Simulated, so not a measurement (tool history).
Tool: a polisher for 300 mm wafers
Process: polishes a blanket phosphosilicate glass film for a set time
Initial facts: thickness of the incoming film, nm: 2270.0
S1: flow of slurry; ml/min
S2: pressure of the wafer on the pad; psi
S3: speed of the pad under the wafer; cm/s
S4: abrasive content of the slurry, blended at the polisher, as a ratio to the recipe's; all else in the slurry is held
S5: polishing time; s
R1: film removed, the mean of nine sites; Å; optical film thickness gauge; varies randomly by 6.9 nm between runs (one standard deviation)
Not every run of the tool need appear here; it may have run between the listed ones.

run,hour,S1,S2,S3,S4,S5,R1
1,0,215,2,94,1,54,3259
2,3.7,215,2.2,94,1,54,3427.1
3,4.6,215,2.2,94,1,57,3526.3
4,13.2,215,2.2,94,1.2,57,3874.2
5,17.6,215,2.3,94,1.2,57,4013.3
6,24.4,215,2.6,94,1.2,57,4297.7

Forecast run 7:
7,32.3,215,2.7,94,1.2,57,?

Run 7 produced R1 4500.5 Å.

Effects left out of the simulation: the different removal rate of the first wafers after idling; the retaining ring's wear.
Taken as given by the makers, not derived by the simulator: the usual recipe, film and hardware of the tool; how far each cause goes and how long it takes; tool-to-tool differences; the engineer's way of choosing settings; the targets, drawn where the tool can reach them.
